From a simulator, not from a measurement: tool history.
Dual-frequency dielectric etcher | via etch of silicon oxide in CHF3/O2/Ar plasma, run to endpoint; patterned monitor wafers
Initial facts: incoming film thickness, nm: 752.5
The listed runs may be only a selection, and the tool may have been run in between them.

run  hour  source power (kW)  bias power (kW)  endpoint time (s)
  1   0.0              0.630            0.225             348.47
  2   6.0              0.730            0.225             330.65
  3  10.9              0.630            0.225             348.52
  4  15.5              0.660            0.229             342.46
  5  16.6              0.660            0.189             368.81
  6  19.4              0.660            0.207             353.23
  7  19.9              0.700            0.211             347.89
  8  28.8              0.730            0.217             337.43

For run 9, what comes out?
  9  30.5              0.750            0.220                  ?

endpoint time (s): 334.46
